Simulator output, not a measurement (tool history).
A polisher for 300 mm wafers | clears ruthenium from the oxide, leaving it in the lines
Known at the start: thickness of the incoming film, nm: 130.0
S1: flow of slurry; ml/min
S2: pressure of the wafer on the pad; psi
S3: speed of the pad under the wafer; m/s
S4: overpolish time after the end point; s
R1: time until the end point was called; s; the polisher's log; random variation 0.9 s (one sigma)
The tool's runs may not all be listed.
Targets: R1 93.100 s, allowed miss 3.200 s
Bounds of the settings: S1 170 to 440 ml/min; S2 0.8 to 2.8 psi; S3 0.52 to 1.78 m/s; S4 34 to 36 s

Run 1, hour 0.0: S1 280 ml/min, S2 1.8 psi, S3 1.14 m/s, S4 34 s. Result: R1 145.720 s.
Run 2, hour 7.3: S1 280 ml/min, S2 1.4 psi, S3 1.14 m/s, S4 34 s. Result: R1 184.660 s.
Run 3, hour 15.8: S1 280 ml/min, S2 1.4 psi, S3 1.14 m/s, S4 36 s. Result: R1 185.770 s.
Run 4, hour 23.5: S1 280 ml/min, S2 1.8 psi, S3 1.16 m/s, S4 36 s. Result: R1 142.410 s.
Run 5, hour 24.5: S1 280 ml/min, S2 1.8 psi, S3 0.94 m/s, S4 36 s. Result: R1 178.630 s.
Run 6, hour 33.4: S1 280 ml/min, S2 2.1 psi, S3 0.96 m/s, S4 36 s. Result: R1 150.630 s.
Run 7, hour 42.0: S1 285 ml/min, S2 2.6 psi, S3 1.12 m/s, S4 36 s. Result: R1 104.610 s.
Run 8, hour 48.9: S1 285 ml/min, S2 2.7 psi, S3 1.14 m/s, S4 36 s. Result: R1 99.324 s.

5 next moves are on the table. One of them brings every result within its allowed miss. Which?
Run A, hour 55.8: S1 355 ml/min, S2 2.8 psi, S3 1.04 m/s, S4 36 s. Result: R1 ?.
Run B, hour 55.8: S1 335 ml/min, S2 2.8 psi, S3 1.24 m/s, S4 34 s. Result: R1 ?.
Run C, hour 55.8: S1 250 ml/min, S2 2.6 psi, S3 1.38 m/s, S4 35 s. Result: R1 ?.
Run D, hour 55.8: S1 290 ml/min, S2 2.8 psi, S3 1.26 m/s, S4 36 s. Result: R1 ?.
Run E, hour 55.8: S1 300 ml/min, S2 2.8 psi, S3 1.14 m/s, S4 36 s. Result: R1 ?.

move       R1
   A  101.840
   B   86.475
   C   87.437
   D   86.819
   E   95.218
A: further off than the last run
B: takes the result that was furthest off past its target
C: takes the result that was furthest off past its target
D: takes the result that was furthest off past its target
E: meets every target
The right move is E.
